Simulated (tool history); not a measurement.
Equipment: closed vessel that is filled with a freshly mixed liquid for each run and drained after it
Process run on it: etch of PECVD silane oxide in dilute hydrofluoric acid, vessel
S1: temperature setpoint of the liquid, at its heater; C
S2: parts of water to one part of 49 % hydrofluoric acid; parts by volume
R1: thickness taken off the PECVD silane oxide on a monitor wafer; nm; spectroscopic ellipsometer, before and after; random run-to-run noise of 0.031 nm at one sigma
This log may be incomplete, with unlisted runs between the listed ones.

Run 1, hour 0: S1 22 C, S2 265 parts by volume, time in the liquid (s) 100. Result: R1 10.455 nm.
Run 2, hour 6.2: S1 21 C, S2 285 parts by volume, time in the liquid (s) 100. Result: R1 9.3194 nm.
Run 3, hour 11.8: S1 20 C, S2 300 parts by volume, time in the liquid (s) 100. Result: R1 8.3412 nm.
Run 4, hour 14: S1 21.5 C, S2 300 parts by volume, time in the liquid (s) 100. Result: R1 8.7491 nm.
Run 5, hour 14.6: S1 24 C, S2 300 parts by volume, time in the liquid (s) 100. Result: R1 9.5954 nm.
Run 6, hour 21.3: S1 24 C, S2 300 parts by volume, time in the liquid (s) 100. Result: R1 9.6215 nm.

What will run 7 give?
Run 7, hour 30.1: S1 22.5 C, S2 310 parts by volume, time in the liquid (s) 100. Result: R1 ?.

Run 7 measured R1 8.6731 nm.
